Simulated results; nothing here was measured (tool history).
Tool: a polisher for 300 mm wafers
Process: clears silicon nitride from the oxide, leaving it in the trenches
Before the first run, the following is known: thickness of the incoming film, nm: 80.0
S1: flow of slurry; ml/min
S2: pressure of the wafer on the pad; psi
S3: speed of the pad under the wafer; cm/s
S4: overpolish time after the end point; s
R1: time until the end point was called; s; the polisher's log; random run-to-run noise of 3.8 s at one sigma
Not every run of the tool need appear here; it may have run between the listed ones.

run	hour	S1	S2	S3	S4	R1
1	0	275	2.1	86	32	152.6
2	7.6	275	2.1	78	32	165.23
3	13.3	275	2	78	32	179.31
4	22.3	275	2	78	32	176.9
5	31.2	275	1.9	78	32	182.76
6	31.8	275	1.9	78	34	179.84
7	33.7	275	1.8	78	34	197.07
8	37.9	275	1.7	78	34	204.81
9	44	275	1.6	78	34	215.27

Run 10 has not been measured yet. What should we expect?
10	44.8	275	1.5	78	34	?

{"run 10": {"R1": 230.31}}
